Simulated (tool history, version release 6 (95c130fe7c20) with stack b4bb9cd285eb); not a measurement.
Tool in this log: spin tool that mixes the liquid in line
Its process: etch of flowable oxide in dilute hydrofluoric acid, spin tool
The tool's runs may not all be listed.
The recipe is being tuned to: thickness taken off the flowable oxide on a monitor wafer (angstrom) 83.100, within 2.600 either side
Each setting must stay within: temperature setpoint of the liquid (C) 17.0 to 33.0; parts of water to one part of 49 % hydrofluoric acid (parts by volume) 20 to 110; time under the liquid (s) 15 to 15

| run | hour | temperature setpoint of the liquid (C) | parts of water to one part of 49 % hydrofluoric acid (parts by volume) | time under the liquid (s) | thickness taken off the flowable oxide on a monitor wafer (angstrom) |
|---|---|---|---|---|---|
| 1 | 0.0 | 25.0 | 60 | 15 | 106.250 |
| 2 | 3.7 | 25.0 | 60 | 15 | 105.410 |
| 3 | 10.9 | 25.0 | 45 | 15 | 142.180 |
| 4 | 19.4 | 25.0 | 45 | 15 | 144.720 |
| 5 | 20.8 | 26.0 | 45 | 15 | 147.620 |
| 6 | 26.7 | 29.5 | 45 | 15 | 171.380 |
| 7 | 33.2 | 25.5 | 60 | 15 | 107.780 |
| 8 | 35.6 | 24.5 | 60 | 15 | 102.350 |
|  | 38.1 | hydrofluoric acid flow meter replaced |
| 9 | 38.1 | 20.5 | 60 | 15 | 97.413 |
| 10 | 41.6 | 20.0 | 60 | 15 | 95.993 |
| 11 | 43.7 | 19.5 | 60 | 15 | 93.854 |
| 12 | 47.4 | 19.0 | 60 | 15 | 92.341 |
| 13 | 49.2 | 18.5 | 60 | 15 | 89.979 |
| 14 | 52.5 | 18.0 | 60 | 15 | 88.536 |
| 15 | 59.7 | 17.5 | 60 | 15 | 86.227 |

Which one of the following 4 next-run settings gets every result inside its allowed miss? There is exactly one.
| A | 66.9 | 18.5 | 60 | 15 | ? |
| B | 66.9 | 17.0 | 65 | 15 | ? |
| C | 66.9 | 17.0 | 60 | 15 | ? |
| D | 66.9 | 19.0 | 70 | 15 | ? |

| move | thickness taken off the flowable oxide on a monitor wafer (angstrom) |
|---|---|
| A | 89.483 |
| B | 77.021 |
| C | 83.900 |
| D | 77.456 |
A: its largest miss is bigger than the last run's
B: moves the result that the last run missed by most past its target, out the other side
C: all results land within tolerance of their targets
D: moves the result that the last run missed by most past its target, out the other side
Correct choice: C, which meets every target
